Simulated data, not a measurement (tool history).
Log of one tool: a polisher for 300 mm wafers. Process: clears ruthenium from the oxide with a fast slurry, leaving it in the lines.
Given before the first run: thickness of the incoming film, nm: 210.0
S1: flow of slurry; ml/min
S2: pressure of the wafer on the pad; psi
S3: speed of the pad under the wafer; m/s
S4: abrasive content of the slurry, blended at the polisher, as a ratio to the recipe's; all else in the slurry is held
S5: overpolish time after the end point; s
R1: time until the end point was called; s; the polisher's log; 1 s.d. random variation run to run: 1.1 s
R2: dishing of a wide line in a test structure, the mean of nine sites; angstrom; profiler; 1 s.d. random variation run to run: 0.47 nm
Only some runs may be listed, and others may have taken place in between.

run  hour   S1   S2    S3  S4  S5      R1      R2
  1     0  285    3  0.82   1  12  65.707  322.56
  2   4.7  285  2.6  0.82   1  13  75.548  315.27
  3   6.9  285  2.6  0.66   1  13  92.135  259.85
  4    14  335  2.6  0.66   1  13  92.879   262.1
     16.8  -- worn pad replaced by a new one
  5  16.8  335  2.4  0.66   1  14  89.686  285.38
  6  25.7  335  2.4  0.48   1  14  123.32   202.9

Expected results for the next run?
  7  29.2  325  2.6  0.5  0.95  20   ?   ?

{"run 7": {"R1": 110.99, "R2": 315.69}}
